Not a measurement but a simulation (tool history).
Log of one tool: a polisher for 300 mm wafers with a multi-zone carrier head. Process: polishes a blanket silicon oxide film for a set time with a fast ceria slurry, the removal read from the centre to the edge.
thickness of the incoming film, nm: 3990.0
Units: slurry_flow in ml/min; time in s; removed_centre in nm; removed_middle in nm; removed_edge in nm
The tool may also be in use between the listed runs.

run  hour  slurry_flow  centre_zone  middle_zone  edge_zone  time  removed_centre  removed_middle  removed_edge
  1     0          305            1            1          1    80          901.47          929.44        934.84
  2   7.7          310         0.99            1       0.96    75          846.21          874.08        867.65
  3  15.7          310         0.98            1       0.93    70           802.6          808.42        802.15
  4  19.4          310         1.05            1       0.93    70          857.15          804.33        794.82
  5  28.2          305         1.02         1.01       0.91    67          785.64          773.95        756.57
  6  32.9          355         1.02         1.01       0.91    67          802.24          779.88        761.13

The next listed run, before its measurement:
  7  38.5          355         1.02         1.01       0.91    67               ?               ?             ?

{"run 7": {"removed_centre": 790.55, "removed_middle": 787.54, "removed_edge": 766.26}}

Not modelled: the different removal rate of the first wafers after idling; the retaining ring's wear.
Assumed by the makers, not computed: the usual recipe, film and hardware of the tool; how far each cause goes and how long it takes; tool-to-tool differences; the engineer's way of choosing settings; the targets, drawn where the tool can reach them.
